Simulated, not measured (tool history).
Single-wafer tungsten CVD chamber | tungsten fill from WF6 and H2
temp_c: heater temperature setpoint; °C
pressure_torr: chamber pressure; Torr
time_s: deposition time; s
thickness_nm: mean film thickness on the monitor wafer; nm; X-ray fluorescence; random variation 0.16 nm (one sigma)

| run | day | temp_c | pressure_torr | time_s | thickness_nm |
|---|---|---|---|---|---|
| 1 | 0 | 375 | 37.8 | 25.6 | 48.694 |
| 2 | 0.162 | 375 | 37.8 | 26.4 | 50.714 |
| 3 | 0.496 | 382 | 37.8 | 26.4 | 57.747 |
| 4 | 0.558 | 382 | 43.3 | 26.4 | 61.257 |
| 5 | 0.688 | 376 | 43.3 | 26.4 | 54.621 |
| 6 | 0.938 | 370 | 43.2 | 26.4 | 48.553 |
| 7 | 1.258 | 366 | 43.1 | 26.4 | 44.588 |

The next listed run, before its measurement:
| 8 | 1.342 | 363 | 43 | 26.4 | ? |

thickness_nm: 42.009 nm
